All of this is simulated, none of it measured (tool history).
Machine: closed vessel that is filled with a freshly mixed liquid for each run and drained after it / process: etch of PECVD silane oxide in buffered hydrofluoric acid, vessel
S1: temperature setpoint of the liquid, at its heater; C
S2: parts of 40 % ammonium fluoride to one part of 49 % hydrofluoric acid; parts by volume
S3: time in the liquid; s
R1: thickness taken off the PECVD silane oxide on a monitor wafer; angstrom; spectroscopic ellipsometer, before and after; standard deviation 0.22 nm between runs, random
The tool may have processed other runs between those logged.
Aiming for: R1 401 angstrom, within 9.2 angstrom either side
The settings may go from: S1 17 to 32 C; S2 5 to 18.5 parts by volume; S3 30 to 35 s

Run 1, hour 0: S1 24 C, S2 11.5 parts by volume, S3 35 s. Result: R1 503.99 angstrom.
Run 2, hour 7.8: S1 24 C, S2 11.5 parts by volume, S3 35 s. Result: R1 499.54 angstrom.
Run 3, hour 12.4: S1 23 C, S2 11.5 parts by volume, S3 35 s. Result: R1 474.42 angstrom.
Run 4, hour 14: S1 22 C, S2 11.5 parts by volume, S3 35 s. Result: R1 445.2 angstrom.
Run 5, hour 21.1: S1 22 C, S2 11.5 parts by volume, S3 35 s. Result: R1 449.81 angstrom.
Run 6, hour 24.4: S1 21.5 C, S2 11.5 parts by volume, S3 35 s. Result: R1 440.89 angstrom.
At hour 28.8: hydrofluoric acid flow meter replaced.
Run 7, hour 28.8: S1 21 C, S2 11.5 parts by volume, S3 35 s. Result: R1 461.08 angstrom.
Run 8, hour 33: S1 20 C, S2 11.5 parts by volume, S3 35 s. Result: R1 434.59 angstrom.
Run 9, hour 39: S1 19.5 C, S2 11.5 parts by volume, S3 35 s. Result: R1 423.32 angstrom.

Below are 4 possible settings for the next run. Only one of them brings all results inside the allowed miss of their targets. Which is it?
Run A, hour 45: S1 21.5 C, S2 11 parts by volume, S3 30 s. Result: R1 ?.
Run B, hour 45: S1 19 C, S2 12.5 parts by volume, S3 35 s. Result: R1 ?.
Run C, hour 45: S1 17.5 C, S2 11.5 parts by volume, S3 35 s. Result: R1 ?.
Run D, hour 45: S1 17 C, S2 10.5 parts by volume, S3 35 s. Result: R1 ?.

move      R1
   A  430.03
   B     385
   C  383.68
   D  407.52
A: further off than the last run
B: takes the result that was furthest off past its target
C: takes the result that was furthest off past its target
D: every result within its allowed miss
D is the move that brings every result within its allowed miss.
